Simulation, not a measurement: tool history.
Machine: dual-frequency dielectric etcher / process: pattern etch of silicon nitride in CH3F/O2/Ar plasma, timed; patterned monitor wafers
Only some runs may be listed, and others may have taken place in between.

run,hour,source power (W),bias power (W),etch time (s),mean etch depth across the wafer (Å)
1,0,550,97,48.5,476.31
2,7.9,600,97,48.5,501.52
3,13.4,600,106,48.5,516.4
4,20.7,570,105,48.5,500.59
5,22.1,570,95,48.5,484.84
6,24.1,570,95,51,508.9
7,32,570,95,51,507.09
8,34,540,94,51,491.03
9,38.9,520,93,51,477.6
10,47.8,520,93,51,477.8
11,53.1,510,93,51,472.85
12,59.4,500,93,51,465.84
13,61.6,490,93,51,461.94
14,70.2,480,93,51,453.89

What does the tool deliver on the next run?
15,74.6,470,93,51,?

Logged for run 15: mean etch depth across the wafer (Å) 448.12.
